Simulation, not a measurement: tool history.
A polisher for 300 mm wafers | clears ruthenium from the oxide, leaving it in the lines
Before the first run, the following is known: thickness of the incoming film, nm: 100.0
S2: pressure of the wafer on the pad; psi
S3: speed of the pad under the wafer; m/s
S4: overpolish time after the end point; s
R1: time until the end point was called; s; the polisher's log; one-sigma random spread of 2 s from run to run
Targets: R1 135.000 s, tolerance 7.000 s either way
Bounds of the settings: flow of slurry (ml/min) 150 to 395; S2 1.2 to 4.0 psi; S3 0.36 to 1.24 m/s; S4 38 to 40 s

run 1 day=0.000 | flow_of_slurry_(ml/min)=250 S2=2.6 S3=0.80 S4=38 | R1=81.749
run 2 day=0.258 | flow_of_slurry_(ml/min)=250 S2=2.6 S3=0.92 S4=38 | R1=71.037
run 3 day=0.362 | flow_of_slurry_(ml/min)=250 S2=2.2 S3=0.90 S4=38 | R1=82.551
run 4 day=0.471 | flow_of_slurry_(ml/min)=250 S2=1.9 S3=0.86 S4=38 | R1=102.450
run 5 day=0.596 | flow_of_slurry_(ml/min)=250 S2=1.7 S3=0.86 S4=38 | R1=113.090
run 6 day=0.629 | flow_of_slurry_(ml/min)=275 S2=1.7 S3=0.86 S4=38 | R1=111.430
run 7 day=0.696 | flow_of_slurry_(ml/min)=275 S2=1.6 S3=0.86 S4=38 | R1=117.040
run 8 day=1.046 | flow_of_slurry_(ml/min)=275 S2=1.5 S3=0.86 S4=38 | R1=127.000

Of the 5 settings listed for the next run, only one would bring every result within its allowed miss of target. Which one?
run A day=1.396 | flow_of_slurry_(ml/min)=370 S2=1.8 S3=0.78 S4=38 | R1=?
run B day=1.396 | flow_of_slurry_(ml/min)=255 S2=1.3 S3=0.84 S4=38 | R1=?
run C day=1.396 | flow_of_slurry_(ml/min)=165 S2=2.2 S3=0.54 S4=40 | R1=?
run D day=1.396 | flow_of_slurry_(ml/min)=195 S2=1.4 S3=0.78 S4=38 | R1=?
run E day=1.396 | flow_of_slurry_(ml/min)=220 S2=1.6 S3=0.78 S4=40 | R1=?

move=A R1=112.070
move=B R1=147.110
move=C R1=145.530
move=D R1=152.820
move=E R1=132.280
A: misses by more than the last run did
B: pushes the last run's worst result past its target
C: pushes the last run's worst result past its target
D: pushes the last run's worst result past its target
E: meets every target
Move E is the one to make.

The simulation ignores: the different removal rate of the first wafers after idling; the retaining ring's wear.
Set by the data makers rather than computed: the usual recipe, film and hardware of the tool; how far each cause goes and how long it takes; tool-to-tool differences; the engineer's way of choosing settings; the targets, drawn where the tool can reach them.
